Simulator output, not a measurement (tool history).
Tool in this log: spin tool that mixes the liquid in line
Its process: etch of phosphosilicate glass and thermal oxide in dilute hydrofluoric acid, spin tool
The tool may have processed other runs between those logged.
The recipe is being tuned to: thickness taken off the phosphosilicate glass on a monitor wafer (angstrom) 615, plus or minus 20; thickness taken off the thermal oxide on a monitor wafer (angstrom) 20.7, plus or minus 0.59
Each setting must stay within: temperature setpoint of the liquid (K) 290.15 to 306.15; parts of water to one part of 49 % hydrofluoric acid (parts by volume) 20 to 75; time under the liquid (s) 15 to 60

run  hour  temperature setpoint of the liquid (K)  parts of water to one part of 49 % hydrofluoric acid (parts by volume)  time under the liquid (s)  thickness taken off the phosphosilicate glass on a monitor wafer (angstrom)  thickness taken off the thermal oxide on a monitor wafer (angstrom)
  1     0                                  298.15                                                                      45                         30                                                                       1041.6                                                                35.01
  2     7                                  297.15                                                                      45                         30                                                                       1007.6                                                                33.54
  3  15.7                                  297.15                                                                      30                         30                                                                       1523.2                                                               51.844
  4    17                                  297.15                                                                      30                         35                                                                       1801.4                                                               60.694
  5  21.7                                  296.15                                                                      35                         35                                                                       1450.2                                                               49.095
  6  25.1                                  296.15                                                                      45                         35                                                                       1134.2                                                                37.75
  7  28.6                                  295.65                                                                      45                         35                                                                         1104                                                                37.12
  8  30.8                                  295.15                                                                      45                         35                                                                         1069                                                                36.18
  9  36.8                                  294.65                                                                      45                         35                                                                       1051.9                                                               34.979
 10  43.5                                  294.15                                                                      45                         35                                                                       1035.2                                                               34.669
 11  46.2                                  290.15                                                                      60                         35                                                                       643.37                                                               21.521

Exercise: of the 4 proposed moves below, exactly one satisfies all targets within the stated allowed misses. Which move is it?
  A  48.9                                  290.15                                                                      50                         30                                                                            ?                                                                    ?
  B  48.9                                  291.15                                                                      60                         35                                                                            ?                                                                    ?
  C  48.9                                  290.65                                                                      55                         30                                                                            ?                                                                    ?
  D  48.9                                  290.15                                                                      65                         40                                                                            ?                                                                    ?

move  thickness taken off the phosphosilicate glass on a monitor wafer (angstrom)  thickness taken off the thermal oxide on a monitor wafer (angstrom)
   A                                                                       658.18                                                               22.441
   B                                                                       660.67                                                               22.526
   C                                                                       608.04                                                               20.731
   D                                                                       663.95                                                               22.638
A: misses by more than the last run did
B: misses by more than the last run did
C: hits every target within its allowed miss
D: misses by more than the last run did
Correct choice: C, which meets every target
